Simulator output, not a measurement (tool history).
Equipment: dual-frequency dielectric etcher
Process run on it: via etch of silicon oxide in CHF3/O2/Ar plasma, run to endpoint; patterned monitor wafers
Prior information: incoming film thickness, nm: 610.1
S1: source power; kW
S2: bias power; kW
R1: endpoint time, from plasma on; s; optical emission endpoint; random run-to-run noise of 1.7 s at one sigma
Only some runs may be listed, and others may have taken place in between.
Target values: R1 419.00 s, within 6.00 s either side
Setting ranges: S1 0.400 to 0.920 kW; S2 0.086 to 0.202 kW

{"run": 1, "hour": 0.0, "S1": 0.66, "S2": 0.144, "R1": 342.36}
{"run": 2, "hour": 1.5, "S1": 0.59, "S2": 0.144, "R1": 362.56}
{"run": 3, "hour": 2.8, "S1": 0.59, "S2": 0.158, "R1": 352.75}
{"run": 4, "hour": 4.2, "S1": 0.56, "S2": 0.155, "R1": 359.13}
{"run": 5, "hour": 10.1, "S1": 0.56, "S2": 0.142, "R1": 371.67}
{"run": 6, "hour": 13.4, "S1": 0.48, "S2": 0.142, "R1": 397.5}
{"run": 7, "hour": 14.3, "S1": 0.47, "S2": 0.142, "R1": 400.6}
{"run": 8, "hour": 15.9, "S1": 0.46, "S2": 0.142, "R1": 406.22}
{"run": 9, "hour": 19.1, "S1": 0.45, "S2": 0.142, "R1": 409.56}

Below are 5 possible settings for the next run. Only one of them brings all results inside the allowed miss of their targets. Which is it?
{"run": "A", "hour": 22.3, "S1": 0.45, "S2": 0.117, "R1": "?"}
{"run": "B", "hour": 22.3, "S1": 0.47, "S2": 0.144, "R1": "?"}
{"run": "C", "hour": 22.3, "S1": 0.43, "S2": 0.142, "R1": "?"}
{"run": "D", "hour": 22.3, "S1": 0.45, "S2": 0.148, "R1": "?"}
{"run": "E", "hour": 22.3, "S1": 0.4, "S2": 0.139, "R1": "?"}

move=A R1=432.66
move=B R1=399.00
move=C R1=417.38
move=D R1=403.63
move=E R1=434.49
A: the result that was furthest off in the last run now lies on the other side of its target
B: misses by more than the last run did
C: all results land within tolerance of their targets
D: misses by more than the last run did
E: the result that was furthest off in the last run now lies on the other side of its target
C meets every target.
